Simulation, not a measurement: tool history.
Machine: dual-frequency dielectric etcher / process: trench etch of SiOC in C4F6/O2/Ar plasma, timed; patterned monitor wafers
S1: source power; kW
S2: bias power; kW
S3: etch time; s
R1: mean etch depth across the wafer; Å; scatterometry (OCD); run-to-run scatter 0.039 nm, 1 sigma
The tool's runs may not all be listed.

run	hour	S1	S2	S3	R1
1	0.0	0.430	0.171	8.0	165.25
2	0.6	0.430	0.171	7.5	155.04
3	9.4	0.400	0.164	7.5	145.10
4	13.0	0.400	0.164	7.5	144.77
5	17.9	0.390	0.163	7.5	142.52
6	26.1	0.380	0.162	7.5	138.55
7	29.0	0.370	0.162	7.5	136.23
8	33.3	0.360	0.162	7.5	133.61
# hour 42.2: source power generator calibrated
9	42.2	0.350	0.162	7.5	133.88

Forecast run 10:
10	47.3	0.340	0.162	7.5	?

R1: 131.73 Å
